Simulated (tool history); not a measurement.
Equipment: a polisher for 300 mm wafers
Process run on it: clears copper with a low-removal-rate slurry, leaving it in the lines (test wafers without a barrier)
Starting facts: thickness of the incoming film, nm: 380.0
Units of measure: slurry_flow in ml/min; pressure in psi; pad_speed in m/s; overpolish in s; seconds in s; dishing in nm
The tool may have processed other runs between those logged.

Run 1, hour 0: slurry_flow 190 ml/min, pressure 2.6 psi, pad_speed 1.18 m/s, slurry_solids 1, overpolish 30 s. Result: seconds 98.615 s, dishing 65.955 nm.
Run 2, hour 5.5: slurry_flow 190 ml/min, pressure 2.4 psi, pad_speed 1.2 m/s, slurry_solids 1, overpolish 27 s. Result: seconds 99.566 s, dishing 55.168 nm.
Run 3, hour 12.6: slurry_flow 185 ml/min, pressure 2.2 psi, pad_speed 1.22 m/s, slurry_solids 0.95, overpolish 24 s. Result: seconds 112.95 s, dishing 47.668 nm.
Run 4, hour 16.8: slurry_flow 200 ml/min, pressure 2.1 psi, pad_speed 1.2 m/s, slurry_solids 1.05, overpolish 22 s. Result: seconds 114.81 s, dishing 43.873 nm.
Run 5, hour 23.8: slurry_flow 200 ml/min, pressure 2.1 psi, pad_speed 1.2 m/s, slurry_solids 1.05, overpolish 29 s. Result: seconds 114.55 s, dishing 54.284 nm.
Run 6, hour 24.9: slurry_flow 200 ml/min, pressure 2.1 psi, pad_speed 1.2 m/s, slurry_solids 1.05, overpolish 33 s. Result: seconds 115.42 s, dishing 61.693 nm.
Run 7, hour 26.7: slurry_flow 190 ml/min, pressure 2 psi, pad_speed 1.26 m/s, slurry_solids 1, overpolish 30 s. Result: seconds 116.24 s, dishing 56.517 nm.
Run 8, hour 32.7: slurry_flow 225 ml/min, pressure 1.3 psi, pad_speed 1.24 m/s, slurry_solids 1.2, overpolish 16 s. Result: seconds 167.64 s, dishing 23.812 nm.
Run 9, hour 35.4: slurry_flow 235 ml/min, pressure 1.3 psi, pad_speed 1.28 m/s, slurry_solids 1.25, overpolish 15 s. Result: seconds 160.77 s, dishing 22.52 nm.

Run 10, settings as shown, results not yet in. Your forecast:
Run 10, hour 41.8: slurry_flow 245 ml/min, pressure 1.3 psi, pad_speed 1.32 m/s, slurry_solids 1.3, overpolish 14 s. Result: seconds ?, dishing ?.

seconds: 153.88 s
dishing: 21.781 nm
